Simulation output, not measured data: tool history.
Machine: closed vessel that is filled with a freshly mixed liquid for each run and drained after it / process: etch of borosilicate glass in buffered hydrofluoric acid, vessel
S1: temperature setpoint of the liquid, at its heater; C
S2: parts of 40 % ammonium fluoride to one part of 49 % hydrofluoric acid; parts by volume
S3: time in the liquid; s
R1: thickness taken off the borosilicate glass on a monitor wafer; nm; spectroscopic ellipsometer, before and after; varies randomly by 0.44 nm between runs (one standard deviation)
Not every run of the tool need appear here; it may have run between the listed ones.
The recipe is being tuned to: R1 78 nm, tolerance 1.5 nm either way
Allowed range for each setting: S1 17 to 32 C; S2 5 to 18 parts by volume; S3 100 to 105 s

{"run": 1, "hour": 0.0, "S1": 24, "S2": 11, "S3": 100, "R1": 117.74}
{"run": 2, "hour": 4.1, "S1": 24, "S2": 11, "S3": 105, "R1": 122.98}
{"run": 3, "hour": 12.4, "S1": 21.5, "S2": 11, "S3": 105, "R1": 108.99}
{"run": 4, "hour": 19.2, "S1": 21.5, "S2": 11, "S3": 100, "R1": 102.25}
{"run": 5, "hour": 25.3, "S1": 21.5, "S2": 10, "S3": 100, "R1": 113.72}
{"run": 6, "hour": 27.8, "S1": 20.5, "S2": 10.5, "S3": 100, "R1": 102.3}
{"run": 7, "hour": 32.5, "S1": 20, "S2": 10.5, "S3": 100, "R1": 99.067}
{"run": 8, "hour": 41.0, "S1": 19.5, "S2": 10.5, "S3": 100, "R1": 95.713}
{"run": 9, "hour": 41.8, "S1": 19, "S2": 10.5, "S3": 100, "R1": 94.146}
{"run": 10, "hour": 49.4, "S1": 17, "S2": 12, "S3": 100, "R1": 73.693}
{"run": 11, "hour": 52.7, "S1": 17.5, "S2": 12, "S3": 100, "R1": 75.703}

Which one of the following 4 next-run settings gets every result inside its allowed miss? There is exactly one.
{"run": "A", "hour": 56.0, "S1": 19.5, "S2": 13, "S3": 100, "R1": "?"}
{"run": "B", "hour": 56.0, "S1": 21, "S2": 15, "S3": 100, "R1": "?"}
{"run": "C", "hour": 56.0, "S1": 18, "S2": 13.5, "S3": 105, "R1": "?"}
{"run": "D", "hour": 56.0, "S1": 18, "S2": 13, "S3": 100, "R1": "?"}

move=A R1=78.088
move=B R1=73.572
move=C R1=72.695
move=D R1=71.873
A: all results land within tolerance of their targets
B: its largest miss is bigger than the last run's
C: its largest miss is bigger than the last run's
D: its largest miss is bigger than the last run's
Move A is the one to make.
